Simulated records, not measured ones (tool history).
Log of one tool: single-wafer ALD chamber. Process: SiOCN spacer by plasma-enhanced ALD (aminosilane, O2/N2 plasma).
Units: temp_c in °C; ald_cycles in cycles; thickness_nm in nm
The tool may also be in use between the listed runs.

Run 1, hour 0: temp_c 390 °C, ald_cycles 53 cycles. Result: thickness_nm 3.3975 nm.
Run 2, hour 5.7: temp_c 390 °C, ald_cycles 56 cycles. Result: thickness_nm 3.561 nm.
Run 3, hour 14.1: temp_c 390 °C, ald_cycles 59 cycles. Result: thickness_nm 3.781 nm.
Run 4, hour 15.7: temp_c 390 °C, ald_cycles 61 cycles. Result: thickness_nm 3.9131 nm.
Run 5, hour 24.5: temp_c 399 °C, ald_cycles 61 cycles. Result: thickness_nm 3.8763 nm.
Run 6, hour 32.7: temp_c 399 °C, ald_cycles 62 cycles. Result: thickness_nm 3.9934 nm.
Run 7, hour 38.5: temp_c 399 °C, ald_cycles 63 cycles. Result: thickness_nm 4.0021 nm.

Forecast run 8:
Run 8, hour 46.2: temp_c 399 °C, ald_cycles 64 cycles. Result: thickness_nm ?.

thickness_nm: 4.0788 nm
